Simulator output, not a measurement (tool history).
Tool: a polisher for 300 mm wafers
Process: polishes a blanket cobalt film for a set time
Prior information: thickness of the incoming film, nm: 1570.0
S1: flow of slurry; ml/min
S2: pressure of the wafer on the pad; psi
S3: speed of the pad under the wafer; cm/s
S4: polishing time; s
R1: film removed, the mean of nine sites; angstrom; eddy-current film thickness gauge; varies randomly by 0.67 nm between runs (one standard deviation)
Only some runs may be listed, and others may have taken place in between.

Run 1, day 0: S1 170 ml/min, S2 1.3 psi, S3 92 cm/s, S4 39 s. Result: R1 1436.3 angstrom.
Run 2, day 0.225: S1 170 ml/min, S2 1.3 psi, S3 92 cm/s, S4 39 s. Result: R1 1456.4 angstrom.
Run 3, day 0.45: S1 165 ml/min, S2 1.2 psi, S3 92 cm/s, S4 39 s. Result: R1 1360.7 angstrom.
Run 4, day 0.8: S1 165 ml/min, S2 1.1 psi, S3 90 cm/s, S4 39 s. Result: R1 1243.6 angstrom.
Run 5, day 1.108: S1 165 ml/min, S2 1.1 psi, S3 102 cm/s, S4 39 s. Result: R1 1403.8 angstrom.
Run 6, day 1.462: S1 165 ml/min, S2 1 psi, S3 100 cm/s, S4 39 s. Result: R1 1269.9 angstrom.
Run 7, day 1.692: S1 165 ml/min, S2 0.9 psi, S3 98 cm/s, S4 39 s. Result: R1 1157.5 angstrom.
Run 8, day 1.871: S1 165 ml/min, S2 0.8 psi, S3 96 cm/s, S4 39 s. Result: R1 1036.5 angstrom.

Predict the results of run 9:
Run 9, day 2.129: S1 165 ml/min, S2 0.7 psi, S3 94 cm/s, S4 39 s. Result: R1 ?.

R1: 934.83 angstrom

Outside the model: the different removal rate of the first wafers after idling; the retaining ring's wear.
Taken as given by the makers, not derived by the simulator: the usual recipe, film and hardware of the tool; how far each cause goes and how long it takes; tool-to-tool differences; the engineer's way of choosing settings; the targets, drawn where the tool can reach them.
